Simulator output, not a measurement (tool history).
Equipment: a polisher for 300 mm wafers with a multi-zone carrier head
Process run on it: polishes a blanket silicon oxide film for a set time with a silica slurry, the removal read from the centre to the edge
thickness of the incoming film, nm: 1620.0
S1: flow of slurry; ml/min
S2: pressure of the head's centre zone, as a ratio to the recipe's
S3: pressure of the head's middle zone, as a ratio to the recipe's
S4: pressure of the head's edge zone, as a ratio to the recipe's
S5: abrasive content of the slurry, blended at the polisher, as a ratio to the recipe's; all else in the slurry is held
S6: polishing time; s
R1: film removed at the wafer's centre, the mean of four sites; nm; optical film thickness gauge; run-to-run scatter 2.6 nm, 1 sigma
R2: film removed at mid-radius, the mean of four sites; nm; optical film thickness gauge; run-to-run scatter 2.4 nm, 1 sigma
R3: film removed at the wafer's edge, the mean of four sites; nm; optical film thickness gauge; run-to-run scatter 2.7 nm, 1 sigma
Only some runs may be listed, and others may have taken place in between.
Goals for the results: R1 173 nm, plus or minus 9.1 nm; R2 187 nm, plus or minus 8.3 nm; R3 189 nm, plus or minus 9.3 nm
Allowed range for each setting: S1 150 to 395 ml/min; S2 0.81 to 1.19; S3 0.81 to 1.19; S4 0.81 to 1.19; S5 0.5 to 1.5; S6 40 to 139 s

Run 1, day 0: S1 250 ml/min, S2 1, S3 1, S4 1, S5 1, S6 89 s. Result: R1 202.38 nm, R2 199.12 nm, R3 204.27 nm.
Run 2, day 0.225: S1 250 ml/min, S2 1, S3 1, S4 1, S5 1.15, S6 89 s. Result: R1 205.71 nm, R2 213 nm, R3 218.18 nm.
Run 3, day 0.362: S1 250 ml/min, S2 0.99, S3 1, S4 0.99, S5 1.1, S6 89 s. Result: R1 210.09 nm, R2 207.39 nm, R3 211.14 nm.
Run 4, day 0.475: S1 250 ml/min, S2 0.98, S3 1.01, S4 1, S5 1.05, S6 89 s. Result: R1 199.55 nm, R2 206.66 nm, R3 210.16 nm.
Run 5, day 0.675: S1 250 ml/min, S2 0.97, S3 1.01, S4 0.99, S5 1.05, S6 89 s. Result: R1 201.29 nm, R2 208.72 nm, R3 199.81 nm.
Run 6, day 0.962: S1 245 ml/min, S2 0.96, S3 1, S4 1, S5 1.05, S6 89 s. Result: R1 192.43 nm, R2 205.07 nm, R3 208.68 nm.
Run 7, day 1.2: S1 245 ml/min, S2 0.95, S3 1, S4 0.99, S5 1.05, S6 89 s. Result: R1 189.57 nm, R2 203.69 nm, R3 204.66 nm.
Run 8, day 1.442: S1 240 ml/min, S2 0.95, S3 0.99, S4 0.98, S5 1.05, S6 89 s. Result: R1 187.19 nm, R2 208.95 nm, R3 201.82 nm.
Run 9, day 1.475: S1 240 ml/min, S2 0.95, S3 0.98, S4 0.98, S5 1.05, S6 89 s. Result: R1 196.06 nm, R2 197.26 nm, R3 204.23 nm.
Run 10, day 1.717: S1 230 ml/min, S2 0.88, S3 0.98, S4 0.94, S5 0.9, S6 88 s. Result: R1 164.42 nm, R2 183.58 nm, R3 181.54 nm.

Which one of the following 4 next-run settings gets every result inside its allowed miss? There is exactly one.
Run A, day 1.958: S1 260 ml/min, S2 0.86, S3 1.08, S4 1.03, S5 0.8, S6 85 s. Result: R1 ?, R2 ?, R3 ?.
Run B, day 1.958: S1 280 ml/min, S2 0.89, S3 0.94, S4 0.92, S5 0.95, S6 89 s. Result: R1 ?, R2 ?, R3 ?.
Run C, day 1.958: S1 310 ml/min, S2 0.94, S3 0.99, S4 0.9, S5 1.05, S6 74 s. Result: R1 ?, R2 ?, R3 ?.
Run D, day 1.958: S1 270 ml/min, S2 0.81, S3 0.95, S4 0.88, S5 1.15, S6 79 s. Result: R1 ?, R2 ?, R3 ?.

move      R1      R2      R3
   A  146.33  182.03  176.22
   B  173.67  189.79  191.54
   C  161.08  172.31   165.9
   D   152.4  184.58  181.24
A: lands further from the targets than the last run did
B: all results in spec
C: lands further from the targets than the last run did
D: lands further from the targets than the last run did
Answer: B

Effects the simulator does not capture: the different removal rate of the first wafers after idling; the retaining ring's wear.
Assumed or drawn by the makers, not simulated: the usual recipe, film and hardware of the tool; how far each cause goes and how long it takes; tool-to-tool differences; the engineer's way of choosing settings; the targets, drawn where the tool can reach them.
